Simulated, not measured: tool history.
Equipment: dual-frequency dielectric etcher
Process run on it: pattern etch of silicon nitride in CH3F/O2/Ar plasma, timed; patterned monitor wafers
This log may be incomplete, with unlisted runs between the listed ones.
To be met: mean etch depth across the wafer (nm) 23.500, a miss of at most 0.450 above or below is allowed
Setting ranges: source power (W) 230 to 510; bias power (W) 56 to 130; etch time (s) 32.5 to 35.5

run,hour,source power (W),bias power (W),etch time (s),mean etch depth across the wafer (nm)
1,0.0,370,93,35.5,26.597
2,2.9,370,108,35.5,28.003
3,5.2,410,108,35.5,29.124
4,11.6,470,108,35.5,31.199
5,12.1,470,94,35.5,29.699
6,19.3,470,80,35.5,28.172
7,20.2,440,79,35.5,27.234
8,28.9,420,78,35.5,26.784
9,31.6,400,77,35.5,25.879

4 candidate next runs follow, results not yet known. Just one meets every target within its allowed miss. Identify it.
A,34.3,470,71,34.0,?
B,34.3,430,80,32.5,?
C,34.3,450,68,33.0,?
D,34.3,390,68,33.5,?

move,mean etch depth across the wafer (nm)
A,26.273
B,25.008
C,24.712
D,23.531
A: its largest miss is bigger than the last run's
B: nearer than the last run, and not there yet
C: nearer than the last run, and not there yet
D: all results land within tolerance of their targets
D is the move that brings every result within its allowed miss.
